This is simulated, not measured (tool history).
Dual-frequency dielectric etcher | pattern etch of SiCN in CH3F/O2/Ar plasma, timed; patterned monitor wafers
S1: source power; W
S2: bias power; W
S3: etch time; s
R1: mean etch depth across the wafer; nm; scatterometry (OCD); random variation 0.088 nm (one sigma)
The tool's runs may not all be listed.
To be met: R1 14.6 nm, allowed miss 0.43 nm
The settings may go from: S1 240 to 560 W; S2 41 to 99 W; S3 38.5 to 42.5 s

run	hour	S1	S2	S3	R1
1	0	400	70	42.5	17.463
2	4.2	390	68	42.5	16.661
3	11.8	390	68	38.5	15.321
4	13.6	390	68	38.5	15.278
5	18.5	390	79	38.5	16.576
6	25.9	380	78	38.5	16.319
7	33.7	370	78	38.5	15.944
8	36.1	360	78	38.5	15.778
9	42.6	360	78	38.5	16.011
10	43.6	350	77	38.5	15.691
11	52.2	340	77	38.5	15.575
12	53	330	77	38.5	15.334

4 next moves are on the table. One of them brings every result within its allowed miss. Which?
A	53.8	290	66	40	?
B	53.8	350	79	40	?
C	53.8	310	64	38.5	?
D	53.8	340	70	38.5	?

move	R1
A	13.782
B	16.412
C	13.371
D	14.598
A: takes the result that was furthest off past its target
B: further off than the last run
C: takes the result that was furthest off past its target
D: meets every target
The right move is D.
